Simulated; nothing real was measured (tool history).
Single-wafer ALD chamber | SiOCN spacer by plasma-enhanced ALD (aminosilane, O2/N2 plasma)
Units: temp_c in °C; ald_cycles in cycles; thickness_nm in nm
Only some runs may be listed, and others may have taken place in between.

Run 1, hour 0: temp_c 375 °C, ald_cycles 113 cycles. Result: thickness_nm 6.592 nm.
Run 2, hour 8.3: temp_c 366 °C, ald_cycles 113 cycles. Result: thickness_nm 6.5924 nm.
Run 3, hour 10.8: temp_c 366 °C, ald_cycles 108 cycles. Result: thickness_nm 6.2752 nm.
Run 4, hour 19.1: temp_c 366 °C, ald_cycles 105 cycles. Result: thickness_nm 6.1625 nm.
Run 5, hour 25.5: temp_c 370 °C, ald_cycles 105 cycles. Result: thickness_nm 6.1372 nm.
Run 6, hour 27.1: temp_c 370 °C, ald_cycles 111 cycles. Result: thickness_nm 6.493 nm.
Run 7, hour 34.4: temp_c 370 °C, ald_cycles 107 cycles. Result: thickness_nm 6.2606 nm.

Expected results for the next run?
Run 8, hour 38.1: temp_c 370 °C, ald_cycles 92 cycles. Result: thickness_nm ?.

thickness_nm: 5.3657 nm
